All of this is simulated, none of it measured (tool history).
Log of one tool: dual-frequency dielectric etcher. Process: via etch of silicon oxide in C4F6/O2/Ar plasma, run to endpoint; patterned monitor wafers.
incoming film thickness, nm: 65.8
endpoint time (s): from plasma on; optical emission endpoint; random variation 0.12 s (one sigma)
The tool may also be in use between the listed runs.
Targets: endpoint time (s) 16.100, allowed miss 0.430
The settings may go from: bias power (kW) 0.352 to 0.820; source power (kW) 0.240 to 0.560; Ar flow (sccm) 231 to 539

Run 1, hour 0.0: bias power (kW) 0.586, source power (kW) 0.400, Ar flow (sccm) 385. Result: endpoint time (s) 14.021.
Run 2, hour 1.2: bias power (kW) 0.586, source power (kW) 0.360, Ar flow (sccm) 385. Result: endpoint time (s) 14.776.
Run 3, hour 4.1: bias power (kW) 0.688, source power (kW) 0.360, Ar flow (sccm) 385. Result: endpoint time (s) 13.643.
Run 4, hour 10.1: bias power (kW) 0.662, source power (kW) 0.360, Ar flow (sccm) 386. Result: endpoint time (s) 13.929.
At hour 18.4: Ar flow controller replaced.
Run 5, hour 18.4: bias power (kW) 0.579, source power (kW) 0.360, Ar flow (sccm) 386. Result: endpoint time (s) 14.753.
Run 6, hour 20.7: bias power (kW) 0.579, source power (kW) 0.320, Ar flow (sccm) 386. Result: endpoint time (s) 15.571.
Run 7, hour 29.4: bias power (kW) 0.574, source power (kW) 0.320, Ar flow (sccm) 386. Result: endpoint time (s) 15.646.
Run 8, hour 36.6: bias power (kW) 0.570, source power (kW) 0.320, Ar flow (sccm) 386. Result: endpoint time (s) 15.433.
Run 9, hour 37.5: bias power (kW) 0.563, source power (kW) 0.320, Ar flow (sccm) 386. Result: endpoint time (s) 15.616.
Run 10, hour 41.7: bias power (kW) 0.563, source power (kW) 0.320, Ar flow (sccm) 386. Result: endpoint time (s) 15.557.

4 next moves are on the table. One of them brings every result within its allowed miss. Which?
Run A, hour 45.9: bias power (kW) 0.488, source power (kW) 0.360, Ar flow (sccm) 370. Result: endpoint time (s) ?.
Run B, hour 45.9: bias power (kW) 0.519, source power (kW) 0.290, Ar flow (sccm) 397. Result: endpoint time (s) ?.
Run C, hour 45.9: bias power (kW) 0.594, source power (kW) 0.330, Ar flow (sccm) 379. Result: endpoint time (s) ?.
Run D, hour 45.9: bias power (kW) 0.625, source power (kW) 0.320, Ar flow (sccm) 333. Result: endpoint time (s) ?.

move  endpoint time (s)
   A             15.979
   B             16.780
   C             15.014
   D             14.685
A: meets every target
B: takes the result that was furthest off past its target
C: further off than the last run
D: further off than the last run
Answer: A
